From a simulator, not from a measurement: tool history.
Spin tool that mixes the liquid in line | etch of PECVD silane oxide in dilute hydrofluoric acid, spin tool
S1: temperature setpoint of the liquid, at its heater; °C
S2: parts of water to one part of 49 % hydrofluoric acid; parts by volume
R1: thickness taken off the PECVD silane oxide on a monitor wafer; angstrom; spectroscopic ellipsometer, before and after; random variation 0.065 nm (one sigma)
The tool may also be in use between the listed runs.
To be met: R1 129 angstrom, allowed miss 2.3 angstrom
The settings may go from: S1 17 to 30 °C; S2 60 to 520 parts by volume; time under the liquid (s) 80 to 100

{"run": 1, "hour": 0.0, "S1": 22, "S2": 290, "time under the liquid (s)": 100, "R1": 37.281}
{"run": 2, "hour": 6.8, "S1": 20, "S2": 290, "time under the liquid (s)": 100, "R1": 34.68}
{"run": 3, "hour": 11.8, "S1": 17, "S2": 290, "time under the liquid (s)": 100, "R1": 30.733}
{"run": 4, "hour": 14.8, "S1": 20.5, "S2": 230, "time under the liquid (s)": 100, "R1": 46.912}
{"run": 5, "hour": 20.8, "S1": 23, "S2": 230, "time under the liquid (s)": 100, "R1": 51.535}
{"run": 6, "hour": 22.7, "S1": 23, "S2": 230, "time under the liquid (s)": 80, "R1": 41.379}
{"run": 7, "hour": 28.8, "S1": 25, "S2": 180, "time under the liquid (s)": 85, "R1": 63.496}
{"run": 8, "hour": 37.4, "S1": 26.5, "S2": 150, "time under the liquid (s)": 85, "R1": 83.496}
{"run": 9, "hour": 45.6, "S1": 30, "S2": 100, "time under the liquid (s)": 85, "R1": 151.75}
{"run": 10, "hour": 47.7, "S1": 28, "S2": 100, "time under the liquid (s)": 85, "R1": 140.3}
{"run": 11, "hour": 53.4, "S1": 27.5, "S2": 100, "time under the liquid (s)": 85, "R1": 137.67}
{"run": 12, "hour": 61.9, "S1": 27, "S2": 100, "time under the liquid (s)": 85, "R1": 135.95}
{"run": 13, "hour": 67.7, "S1": 26.5, "S2": 100, "time under the liquid (s)": 85, "R1": 133.18}

5 next moves are on the table. One of them brings every result within its allowed miss. Which?
{"run": "A", "hour": 73.5, "S1": 25.5, "S2": 110, "time under the liquid (s)": 100, "R1": "?"}
{"run": "B", "hour": 73.5, "S1": 28, "S2": 125, "time under the liquid (s)": 100, "R1": "?"}
{"run": "C", "hour": 73.5, "S1": 25.5, "S2": 105, "time under the liquid (s)": 95, "R1": "?"}
{"run": "D", "hour": 73.5, "S1": 27.5, "S2": 115, "time under the liquid (s)": 100, "R1": "?"}
{"run": "E", "hour": 73.5, "S1": 25, "S2": 105, "time under the liquid (s)": 100, "R1": "?"}

move=A R1=135.49
move=B R1=128.67
move=C R1=135.7
move=D R1=139.04
move=E R1=140.08
A: further off than the last run
B: meets every target
C: further off than the last run
D: further off than the last run
E: further off than the last run
The right move is B.

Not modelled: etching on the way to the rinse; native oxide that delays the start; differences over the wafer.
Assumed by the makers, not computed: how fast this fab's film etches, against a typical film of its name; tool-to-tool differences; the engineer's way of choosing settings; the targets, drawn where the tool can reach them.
